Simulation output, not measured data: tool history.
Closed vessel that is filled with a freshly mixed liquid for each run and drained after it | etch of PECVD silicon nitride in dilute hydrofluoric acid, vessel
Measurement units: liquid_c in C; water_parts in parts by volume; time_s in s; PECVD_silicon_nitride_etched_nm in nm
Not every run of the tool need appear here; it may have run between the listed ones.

| run | hour | liquid_c | water_parts | time_s | PECVD_silicon_nitride_etched_nm |
|---|---|---|---|---|---|
| 1 | 0.0 | 26.0 | 210 | 2135 | 27.078 |
| 2 | 7.2 | 24.5 | 210 | 2135 | 24.590 |
| 3 | 11.4 | 26.5 | 210 | 2135 | 27.755 |
| 4 | 16.6 | 26.5 | 210 | 2280 | 29.405 |
| 5 | 23.7 | 26.5 | 210 | 2135 | 27.334 |
|  | 29.3 | hydrofluoric acid flow meter replaced |
| 6 | 29.3 | 28.0 | 210 | 2135 | 34.050 |

Run 7 is up next; what results do you expect?
| 7 | 30.7 | 28.5 | 210 | 2135 | ? |

PECVD_silicon_nitride_etched_nm: 35.239 nm

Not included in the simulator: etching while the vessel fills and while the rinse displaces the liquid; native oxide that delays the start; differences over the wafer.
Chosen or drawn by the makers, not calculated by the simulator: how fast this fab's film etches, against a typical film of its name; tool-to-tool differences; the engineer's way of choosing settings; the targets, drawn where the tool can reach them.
